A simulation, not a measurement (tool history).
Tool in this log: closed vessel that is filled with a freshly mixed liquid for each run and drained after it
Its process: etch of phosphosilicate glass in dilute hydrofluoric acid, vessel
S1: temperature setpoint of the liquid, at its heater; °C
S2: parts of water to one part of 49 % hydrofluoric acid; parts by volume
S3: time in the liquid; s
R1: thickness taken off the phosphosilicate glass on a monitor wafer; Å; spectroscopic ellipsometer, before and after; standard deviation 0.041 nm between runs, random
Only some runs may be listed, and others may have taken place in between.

| run | day | S1 | S2 | S3 | R1 |
|---|---|---|---|---|---|
| 1 | 0 | 23 | 240 | 75 | 160.95 |
| 2 | 0.3 | 25.5 | 240 | 75 | 175.64 |
| 3 | 0.55 | 23 | 240 | 75 | 160.76 |
| 4 | 0.658 | 19.5 | 240 | 75 | 141.09 |
| 5 | 0.883 | 21.5 | 240 | 75 | 152.12 |
| 6 | 1.254 | 21.5 | 240 | 45 | 91.255 |

Expected results for the next run?
| 7 | 1.338 | 23.5 | 240 | 45 | ? |

R1: 98.798 Å
